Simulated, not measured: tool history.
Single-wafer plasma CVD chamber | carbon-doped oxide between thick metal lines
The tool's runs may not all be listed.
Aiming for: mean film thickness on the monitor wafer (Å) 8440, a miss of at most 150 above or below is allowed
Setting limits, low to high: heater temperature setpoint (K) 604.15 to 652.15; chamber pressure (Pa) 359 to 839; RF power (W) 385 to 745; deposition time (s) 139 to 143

run	day	heater temperature setpoint (K)	chamber pressure (Pa)	RF power (W)	deposition time (s)	mean film thickness on the monitor wafer (Å)
1	0	628.15	599	565	139	7075.5
2	0.279	637.15	599	565	139	6944.1
3	0.392	636.15	621	580	139	7070.9
4	0.667	636.15	579	580	139	7013.9
5	0.779	636.15	579	660	139	7713.2
6	1.138	636.15	579	715	139	8155.4
7	1.458	635.15	584	715	139	8183.7
8	1.629	635.15	589	715	139	8133.4
9	1.867	635.15	593	720	139	8247.2

Exercise: of the 5 proposed moves below, exactly one satisfies all targets within the stated allowed misses. Which move is it?
A	2.104	640.15	583	675	143	?
B	2.104	634.15	597	700	139	?
C	2.104	637.15	557	725	139	?
D	2.104	638.15	552	730	139	?
E	2.104	636.15	669	705	142	?

move	mean film thickness on the monitor wafer (Å)
A	7962.9
B	8078.6
C	8126.2
D	8131.7
E	8388.9
A: misses by more than the last run did
B: misses by more than the last run did
C: misses by more than the last run did
D: misses by more than the last run did
E: meets every target
The right move is E.
